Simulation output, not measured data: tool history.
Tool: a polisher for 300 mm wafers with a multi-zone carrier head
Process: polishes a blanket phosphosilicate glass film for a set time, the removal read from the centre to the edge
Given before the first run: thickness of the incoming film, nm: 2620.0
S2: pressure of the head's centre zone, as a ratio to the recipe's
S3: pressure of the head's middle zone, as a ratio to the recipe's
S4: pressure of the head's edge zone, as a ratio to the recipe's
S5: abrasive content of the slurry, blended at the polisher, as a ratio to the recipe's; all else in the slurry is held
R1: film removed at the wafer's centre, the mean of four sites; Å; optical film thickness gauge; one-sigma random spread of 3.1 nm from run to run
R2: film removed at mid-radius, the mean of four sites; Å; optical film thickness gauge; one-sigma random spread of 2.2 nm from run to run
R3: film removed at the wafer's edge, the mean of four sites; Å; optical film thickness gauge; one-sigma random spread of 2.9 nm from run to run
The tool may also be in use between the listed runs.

Run 1, hour 0.0: flow of slurry (ml/min) 225, S2 1.00, S3 1.00, S4 1.00, S5 1.0, polishing time (s) 51. Result: R1 3897.5 Å, R2 3956.3 Å, R3 4044.6 Å.
Run 2, hour 4.6: flow of slurry (ml/min) 220, S2 0.99, S3 0.99, S4 0.99, S5 1.0, polishing time (s) 51. Result: R1 3814.7 Å, R2 3876.2 Å, R3 3957.7 Å.
Run 3, hour 10.0: flow of slurry (ml/min) 215, S2 0.98, S3 0.98, S4 0.99, S5 1.0, polishing time (s) 51. Result: R1 3824.1 Å, R2 3873.0 Å, R3 4005.6 Å.
Run 4, hour 17.8: flow of slurry (ml/min) 215, S2 0.98, S3 0.98, S4 0.99, S5 1.1, polishing time (s) 51. Result: R1 3915.0 Å, R2 4050.9 Å, R3 4110.6 Å.
Run 5, hour 24.5: flow of slurry (ml/min) 215, S2 0.92, S3 0.98, S4 0.99, S5 1.1, polishing time (s) 51. Result: R1 3668.1 Å, R2 3998.0 Å, R3 4196.3 Å.
Run 6, hour 31.8: flow of slurry (ml/min) 210, S2 0.92, S3 0.97, S4 0.98, S5 1.1, polishing time (s) 51. Result: R1 3656.9 Å, R2 4033.5 Å, R3 4142.3 Å.
Run 7, hour 34.4: flow of slurry (ml/min) 205, S2 0.92, S3 0.96, S4 0.97, S5 1.1, polishing time (s) 51. Result: R1 3700.2 Å, R2 3932.8 Å, R3 4098.2 Å.
Run 8, hour 41.7: flow of slurry (ml/min) 200, S2 0.91, S3 0.95, S4 0.96, S5 1.1, polishing time (s) 51. Result: R1 3552.7 Å, R2 3903.4 Å, R3 4144.3 Å.
Run 9, hour 43.8: flow of slurry (ml/min) 200, S2 0.92, S3 0.94, S4 0.95, S5 1.1, polishing time (s) 51. Result: R1 3639.5 Å, R2 3874.5 Å, R3 4089.3 Å.

What will run 10 give?
Run 10, hour 48.6: flow of slurry (ml/min) 195, S2 0.92, S3 0.93, S4 0.94, S5 1.1, polishing time (s) 51. Result: R1 ?, R2 ?, R3 ?.

{"run 10": {"R1": 3593.9, "R2": 3836.5, "R3": 4025.3}}
